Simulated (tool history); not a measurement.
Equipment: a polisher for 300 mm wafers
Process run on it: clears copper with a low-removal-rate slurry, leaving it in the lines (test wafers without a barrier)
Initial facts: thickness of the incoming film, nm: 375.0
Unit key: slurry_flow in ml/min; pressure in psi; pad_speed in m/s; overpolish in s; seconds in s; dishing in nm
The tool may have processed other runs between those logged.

run	hour	slurry_flow	pressure	pad_speed	slurry_solids	overpolish	seconds	dishing
1	0	265	2.6	1.32	1	21	104.05	45.045
2	6.9	315	2.6	1.32	1	21	104.61	45.479
3	15.8	315	2.5	1.28	1	19	113.25	39.748
4	17	315	2.5	1.56	1	19	93.082	45.924
5	19.6	315	2.5	1.56	1	14	89.798	36.956
6	28.2	315	2.5	1.7	1	14	85.379	39.874
7	36.3	315	2.3	1.62	1	13	96.121	33.494
8	37.7	315	2.2	1.56	1	13	104.78	29.213
9	44.3	315	2.1	1.52	1	13	110.56	29.116
10	52.2	315	2	1.48	1	13	122.6	28.028
11	58.5	310	1.3	1.32	1	6	203.67	7.8439
12	64.4	305	1.3	1.32	1	8	204.4	10.223
13	67.3	300	1.3	1.32	1	9	198.1	11.874
14	73.7	295	1.3	1.32	1	9	203.15	11.733
15	82.5	285	1.3	1.32	1	9	199.33	11.591
16	90.9	280	1.3	1.32	1	10	204.81	12.962
17	97.7	270	1.5	1.32	1	14	173.77	19.271
18	104	275	1.5	1.32	1	14	179.6	20.118

For run 19, what comes out?
19	108.6	280	1.5	1.32	1	14	?	?

Run 19 yielded seconds 183.04 s, dishing 19.711 nm.

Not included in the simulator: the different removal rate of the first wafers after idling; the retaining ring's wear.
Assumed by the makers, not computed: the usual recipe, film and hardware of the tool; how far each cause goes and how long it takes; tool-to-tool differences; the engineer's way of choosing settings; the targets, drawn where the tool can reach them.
